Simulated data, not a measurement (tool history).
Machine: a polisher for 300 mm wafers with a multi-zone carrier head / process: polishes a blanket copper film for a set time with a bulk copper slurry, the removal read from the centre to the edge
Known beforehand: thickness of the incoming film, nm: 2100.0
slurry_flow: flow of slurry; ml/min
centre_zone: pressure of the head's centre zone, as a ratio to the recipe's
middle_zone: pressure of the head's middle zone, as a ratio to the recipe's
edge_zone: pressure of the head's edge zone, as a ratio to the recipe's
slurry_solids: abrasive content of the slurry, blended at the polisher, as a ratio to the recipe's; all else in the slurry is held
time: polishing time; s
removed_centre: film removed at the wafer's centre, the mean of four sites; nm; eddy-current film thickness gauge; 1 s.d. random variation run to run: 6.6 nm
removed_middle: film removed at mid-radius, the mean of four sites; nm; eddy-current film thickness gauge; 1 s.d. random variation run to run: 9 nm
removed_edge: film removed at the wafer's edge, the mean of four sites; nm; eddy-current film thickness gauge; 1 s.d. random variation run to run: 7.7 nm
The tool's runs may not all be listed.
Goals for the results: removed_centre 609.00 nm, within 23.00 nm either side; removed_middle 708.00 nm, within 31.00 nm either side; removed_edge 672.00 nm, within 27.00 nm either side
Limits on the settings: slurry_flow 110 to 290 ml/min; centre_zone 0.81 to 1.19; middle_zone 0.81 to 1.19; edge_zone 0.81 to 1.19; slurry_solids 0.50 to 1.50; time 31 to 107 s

run 1 hour=0.0 | slurry_flow=185 centre_zone=1.00 middle_zone=1.00 edge_zone=1.00 slurry_solids=1.00 time=69 | removed_centre=841.96 removed_middle=877.52 removed_edge=893.35
run 2 hour=2.5 | slurry_flow=185 centre_zone=0.99 middle_zone=1.00 edge_zone=0.99 slurry_solids=0.95 time=68 | removed_centre=829.39 removed_middle=864.95 removed_edge=858.83
run 3 hour=6.4 | slurry_flow=180 centre_zone=0.97 middle_zone=1.00 edge_zone=0.99 slurry_solids=0.90 time=67 | removed_centre=797.05 removed_middle=817.93 removed_edge=848.13
run 4 hour=10.6 | slurry_flow=180 centre_zone=0.96 middle_zone=1.02 edge_zone=0.98 slurry_solids=0.85 time=66 | removed_centre=786.79 removed_middle=799.49 removed_edge=836.43
run 5 hour=16.7 | slurry_flow=180 centre_zone=0.96 middle_zone=1.02 edge_zone=0.98 slurry_solids=1.00 time=66 | removed_centre=785.78 removed_middle=844.61 removed_edge=843.31
run 6 hour=17.5 | slurry_flow=205 centre_zone=0.96 middle_zone=1.02 edge_zone=0.98 slurry_solids=1.00 time=66 | removed_centre=831.91 removed_middle=879.52 removed_edge=865.87
run 7 hour=22.8 | slurry_flow=195 centre_zone=0.95 middle_zone=1.03 edge_zone=0.97 slurry_solids=1.00 time=65 | removed_centre=777.39 removed_middle=848.81 removed_edge=849.51
run 8 hour=28.4 | slurry_flow=190 centre_zone=0.95 middle_zone=1.04 edge_zone=0.96 slurry_solids=1.00 time=64 | removed_centre=776.00 removed_middle=832.40 removed_edge=818.88

Below are 5 possible settings for the next run. Only one of them brings all results inside the allowed miss of their targets. Which is it?
run A hour=34.0 | slurry_flow=195 centre_zone=0.81 middle_zone=1.19 edge_zone=1.07 slurry_solids=1.50 time=50 | removed_centre=? removed_middle=? removed_edge=?
run B hour=34.0 | slurry_flow=195 centre_zone=0.87 middle_zone=1.06 edge_zone=0.94 slurry_solids=0.90 time=54 | removed_centre=? removed_middle=? removed_edge=?
run C hour=34.0 | slurry_flow=205 centre_zone=0.93 middle_zone=1.13 edge_zone=1.02 slurry_solids=1.05 time=76 | removed_centre=? removed_middle=? removed_edge=?
run D hour=34.0 | slurry_flow=145 centre_zone=0.81 middle_zone=1.19 edge_zone=1.09 slurry_solids=1.45 time=63 | removed_centre=? removed_middle=? removed_edge=?
run E hour=34.0 | slurry_flow=110 centre_zone=0.81 middle_zone=1.07 edge_zone=1.16 slurry_solids=1.00 time=61 | removed_centre=? removed_middle=? removed_edge=?

move=A removed_centre=601.78 removed_middle=780.35 removed_edge=717.18
move=B removed_centre=622.50 removed_middle=699.84 removed_edge=668.40
move=C removed_centre=945.54 removed_middle=1074.30 removed_edge=1007.50
move=D removed_centre=706.86 removed_middle=922.99 removed_edge=869.73
move=E removed_centre=589.00 removed_middle=709.82 removed_edge=775.39
A: corrects the largest miss of the last run, while another result sits out of spec
B: meets every target
C: misses by more than the last run did
D: just as far off the targets as the last run
E: corrects the largest miss of the last run, while another result sits out of spec
B meets every target.

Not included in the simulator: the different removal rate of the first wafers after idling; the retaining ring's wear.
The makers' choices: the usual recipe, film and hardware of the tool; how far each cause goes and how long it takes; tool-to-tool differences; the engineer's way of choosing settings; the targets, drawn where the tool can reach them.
